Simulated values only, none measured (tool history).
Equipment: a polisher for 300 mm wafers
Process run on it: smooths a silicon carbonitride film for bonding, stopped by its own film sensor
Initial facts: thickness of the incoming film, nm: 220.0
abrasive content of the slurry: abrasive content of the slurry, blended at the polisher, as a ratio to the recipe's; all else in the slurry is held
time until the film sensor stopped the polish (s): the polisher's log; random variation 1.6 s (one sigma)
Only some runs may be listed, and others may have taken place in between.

| run | hour | flow of slurry (ml/min) | pressure of the wafer on the pad (psi) | speed of the pad under the wafer (cm/s) | abrasive content of the slurry | target thickness at which the film sensor stops the polish (Å) | time until the film sensor stopped the polish (s) |
|---|---|---|---|---|---|---|---|
| 1 | 0.0 | 150 | 1.9 | 74 | 1.0 | 1920 | 128.56 |
| 2 | 7.5 | 170 | 1.9 | 74 | 1.0 | 1920 | 130.54 |
| 3 | 16.4 | 170 | 1.5 | 74 | 1.0 | 1920 | 162.01 |
| 4 | 22.0 | 170 | 1.5 | 74 | 1.0 | 1910 | 165.55 |
| 5 | 25.6 | 170 | 1.8 | 76 | 1.0 | 1910 | 140.29 |
| 6 | 28.4 | 170 | 2.0 | 78 | 1.0 | 1910 | 125.12 |
| 7 | 29.8 | 170 | 2.1 | 78 | 1.0 | 1910 | 118.16 |
| 8 | 31.2 | 170 | 2.2 | 78 | 1.0 | 1910 | 112.92 |
| 9 | 40.1 | 170 | 2.3 | 78 | 1.0 | 1910 | 108.90 |

Run 10, settings as shown, results not yet in. Your forecast:
| 10 | 42.2 | 170 | 2.3 | 78 | 1.0 | 1910 | ? |

{"run 10": {"time until the film sensor stopped the polish (s)": 106.29}}
